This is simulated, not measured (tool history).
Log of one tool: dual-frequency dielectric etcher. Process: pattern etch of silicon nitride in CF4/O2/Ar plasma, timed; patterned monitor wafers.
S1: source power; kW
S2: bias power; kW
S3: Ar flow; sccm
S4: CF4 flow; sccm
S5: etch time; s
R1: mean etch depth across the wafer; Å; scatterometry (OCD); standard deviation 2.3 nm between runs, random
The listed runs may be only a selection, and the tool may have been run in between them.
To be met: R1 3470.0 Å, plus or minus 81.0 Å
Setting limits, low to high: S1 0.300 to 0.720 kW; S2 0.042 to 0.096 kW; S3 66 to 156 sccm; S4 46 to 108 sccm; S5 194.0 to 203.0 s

run  hour     S1     S2   S3  S4     S5      R1
  1   0.0  0.510  0.069  111  77  194.0  4308.6
  2   6.6  0.490  0.069  111  77  194.0  4183.5
  3  14.2  0.490  0.069  111  87  194.0  4248.5
  4  20.2  0.470  0.069  111  87  194.0  4056.0
  5  28.7  0.460  0.069  111  87  194.0  4066.5
     30.9  -- wet clean of the chamber
  6  30.9  0.460  0.069  111  81  194.0  3908.2
  7  33.1  0.450  0.069  111  81  194.0  3779.8
  8  37.9  0.430  0.069  111  81  194.0  3655.2
  9  39.7  0.420  0.069  111  81  194.0  3615.1

Below are 4 possible settings for the next run. Only one of them brings all results inside the allowed miss of their targets. Which is it?
  A  41.5  0.380  0.068   88   84  198.0   ?
  B  41.5  0.380  0.078  127  100  201.0   ?
  C  41.5  0.430  0.070  121   82  195.5   ?
  D  41.5  0.420  0.060   93   69  203.0   ?

move      R1
   A  3504.8
   B  3648.6
   C  3686.7
   D  3592.0
A: meets every target
B: its largest miss is bigger than the last run's
C: its largest miss is bigger than the last run's
D: nearer the targets than the last run, but a result is still out of spec
A meets every target.
